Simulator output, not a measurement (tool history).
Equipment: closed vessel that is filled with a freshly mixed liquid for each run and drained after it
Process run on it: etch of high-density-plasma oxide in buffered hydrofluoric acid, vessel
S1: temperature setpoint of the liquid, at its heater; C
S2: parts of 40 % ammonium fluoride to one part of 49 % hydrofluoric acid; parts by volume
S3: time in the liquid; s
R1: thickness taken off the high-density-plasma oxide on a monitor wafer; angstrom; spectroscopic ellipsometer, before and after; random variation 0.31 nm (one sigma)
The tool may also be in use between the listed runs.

| run | hour | S1 | S2 | S3 | R1 |
|---|---|---|---|---|---|
| 1 | 0 | 21 | 15 | 105 | 787.03 |
| 2 | 5.6 | 23.5 | 15 | 105 | 908.25 |
| 3 | 8.2 | 23.5 | 19 | 105 | 711.56 |
| 4 | 10.4 | 23.5 | 19 | 105 | 717.97 |
| 5 | 15.1 | 22 | 19 | 105 | 651.82 |
| 6 | 24.2 | 22 | 21 | 105 | 610.73 |
| 7 | 26.1 | 21 | 21 | 105 | 579.01 |
| 8 | 29.8 | 20.5 | 21 | 105 | 554.14 |

Run 9 has not been measured yet. What should we expect?
| 9 | 32.7 | 20 | 21 | 105 | ? |

For run 9 the tool returned R1 537.91 angstrom.
